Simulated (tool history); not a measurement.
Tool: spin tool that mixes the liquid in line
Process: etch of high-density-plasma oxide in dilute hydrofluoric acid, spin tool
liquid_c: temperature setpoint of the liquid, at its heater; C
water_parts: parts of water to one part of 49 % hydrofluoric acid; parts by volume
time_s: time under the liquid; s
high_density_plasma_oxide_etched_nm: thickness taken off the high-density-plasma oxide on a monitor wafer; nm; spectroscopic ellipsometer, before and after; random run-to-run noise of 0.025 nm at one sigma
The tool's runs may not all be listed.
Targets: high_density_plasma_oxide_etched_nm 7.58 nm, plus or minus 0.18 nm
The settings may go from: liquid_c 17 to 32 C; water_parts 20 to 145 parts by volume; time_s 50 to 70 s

run  hour  liquid_c  water_parts  time_s  high_density_plasma_oxide_etched_nm
  1     0        24           80      70                               4.1347
  2   6.6        25           75      70                                4.653
  3   9.2      22.5           75      70                               4.1906
  4    10      22.5           65      70                                4.903
  5  18.6      22.5           65      70                               4.8871
  6  20.6      22.5           65      70                               4.8771
  7  22.4      23.5           65      70                               5.1069
  8  30.9      23.5           65      70                               5.0875
     39.6  -- thermometer replaced
  9  39.6      24.5           65      70                               5.8074
 10  46.3      24.5           65      70                               5.8222
 11    48        25           65      70                               5.9498
 12  53.9      25.5           65      70                               6.0577
 13  58.5        26           65      70                                 6.23
 14  61.8      26.5           65      70                               6.3125
 15  63.5        27           65      70                               6.4797
 16  66.6      27.5           65      70                               6.5999
 17  70.4        28           65      70                               6.7098
 18  78.7      28.5           65      70                               6.8407
 19  80.1      29.5           65      70                               7.1079

Next run, 5 choices. One meets every target within its allowed miss, the rest don't. Which?
  A  81.5        32           60      65                                    ?
  B  81.5        30           65      70                                    ?
  C  81.5        29           60      70                                    ?
  D  81.5        28           55      70                                    ?
  E  81.5      25.5           50      70                                    ?

move  high_density_plasma_oxide_etched_nm
   A                               7.9302
   B                               7.2436
   C                               7.6039
   D                                8.033
   E                               8.0485
A: moves the result that the last run missed by most past its target, out the other side
B: nearer the targets than the last run, but a result is still out of spec
C: all results land within tolerance of their targets
D: moves the result that the last run missed by most past its target, out the other side
E: moves the result that the last run missed by most past its target, out the other side
The move that meets every target is C.
